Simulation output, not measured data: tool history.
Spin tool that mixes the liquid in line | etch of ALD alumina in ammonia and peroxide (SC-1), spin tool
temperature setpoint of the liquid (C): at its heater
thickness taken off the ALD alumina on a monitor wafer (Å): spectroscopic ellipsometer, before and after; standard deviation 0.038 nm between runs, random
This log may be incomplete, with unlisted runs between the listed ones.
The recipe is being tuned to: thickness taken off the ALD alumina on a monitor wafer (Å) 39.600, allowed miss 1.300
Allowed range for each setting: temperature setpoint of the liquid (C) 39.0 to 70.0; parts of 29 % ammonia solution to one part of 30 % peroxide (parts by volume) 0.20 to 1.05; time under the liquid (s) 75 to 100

run	hour	temperature setpoint of the liquid (C)	parts of 29 % ammonia solution to one part of 30 % peroxide (parts by volume)	time under the liquid (s)	thickness taken off the ALD alumina on a monitor wafer (Å)
1	0.0	55.0	0.55	100	58.688
2	3.5	55.0	0.55	75	44.084
3	9.8	49.5	0.55	75	32.127
4	15.5	50.5	0.55	75	33.439
5	17.9	51.0	0.55	75	34.816
6	23.5	51.0	0.55	100	47.442
7	31.9	50.0	0.55	100	44.538
8	38.0	49.5	0.55	100	43.727
9	41.0	49.0	0.55	100	41.621

Exercise: of the 4 proposed moves below, exactly one satisfies all targets within the stated allowed misses. Which move is it?
A	44.0	49.5	0.60	90	?
B	44.0	54.0	0.50	80	?
C	44.0	49.0	0.70	100	?
D	44.0	50.0	0.40	100	?

move	thickness taken off the ALD alumina on a monitor wafer (Å)
A	39.150
B	43.678
C	42.939
D	43.022
A: all results land within tolerance of their targets
B: misses by more than the last run did
C: misses by more than the last run did
D: misses by more than the last run did
The move that meets every target is A.
